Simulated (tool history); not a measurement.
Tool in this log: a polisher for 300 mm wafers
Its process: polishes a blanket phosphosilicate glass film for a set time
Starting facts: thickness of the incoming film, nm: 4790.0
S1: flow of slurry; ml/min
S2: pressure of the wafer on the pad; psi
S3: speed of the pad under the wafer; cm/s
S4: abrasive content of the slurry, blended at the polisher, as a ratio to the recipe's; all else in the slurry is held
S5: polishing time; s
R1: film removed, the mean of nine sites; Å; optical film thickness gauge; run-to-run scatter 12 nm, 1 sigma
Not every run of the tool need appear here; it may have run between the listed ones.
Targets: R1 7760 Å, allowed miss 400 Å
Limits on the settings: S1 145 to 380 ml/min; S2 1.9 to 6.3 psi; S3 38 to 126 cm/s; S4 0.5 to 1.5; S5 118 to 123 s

run,hour,S1,S2,S3,S4,S5,R1
1,0,245,4.1,82,1,118,11587
2,5.1,245,4.1,92,1,118,12598
3,7.8,245,4.1,82,1,118,11749
4,16.5,210,4.1,82,1,118,11344
5,23,210,3.7,80,1,118,9964.4
6,24.1,210,3.4,80,1,118,9127.6
7,27.9,210,3.2,80,1,118,8982.1
8,33.6,210,3,80,1,118,8256

5 next moves are on the table. One of them brings every result within its allowed miss. Which?
A,39.3,240,3.1,68,0.8,118,?
B,39.3,235,3,84,1,118,?
C,39.3,155,3.3,82,0.7,123,?
D,39.3,215,2.8,90,1,122,?
E,39.3,265,2.3,100,1.1,123,?

move,R1
A,7140.9
B,8761.5
C,7737.4
D,8762.6
E,8398.4
A: carries the result that was furthest off beyond its target, to the other side
B: its largest miss is bigger than the last run's
C: meets every target
D: its largest miss is bigger than the last run's
E: its largest miss is bigger than the last run's
C meets every target.
